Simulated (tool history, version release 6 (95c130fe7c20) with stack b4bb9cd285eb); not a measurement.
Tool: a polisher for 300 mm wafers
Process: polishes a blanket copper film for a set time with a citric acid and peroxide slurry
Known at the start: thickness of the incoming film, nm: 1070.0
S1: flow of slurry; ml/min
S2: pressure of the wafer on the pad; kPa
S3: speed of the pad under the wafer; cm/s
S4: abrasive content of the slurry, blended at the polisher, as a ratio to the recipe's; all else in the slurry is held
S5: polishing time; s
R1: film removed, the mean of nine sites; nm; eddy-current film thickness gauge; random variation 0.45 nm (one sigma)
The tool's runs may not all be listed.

run	day	S1	S2	S3	S4	S5	R1
1	0	300	24.1	96	1	37	110.89
2	0.183	300	24.1	96	1	33	100.34
3	0.429	300	24.1	96	1.15	33	102.52
4	0.658	300	22.1	94	1.15	33	92.133
5	0.883	300	20	94	1.15	33	83.312
6	0.971	300	23.4	94	1.15	33	96.494
7	1.046	300	21.4	94	1.15	33	89.065
8	1.175	300	20	94	1.15	33	83.618

The next listed run, before its measurement:
9	1.346	300	18.6	94	1.15	33	?

R1: 76.822 nm
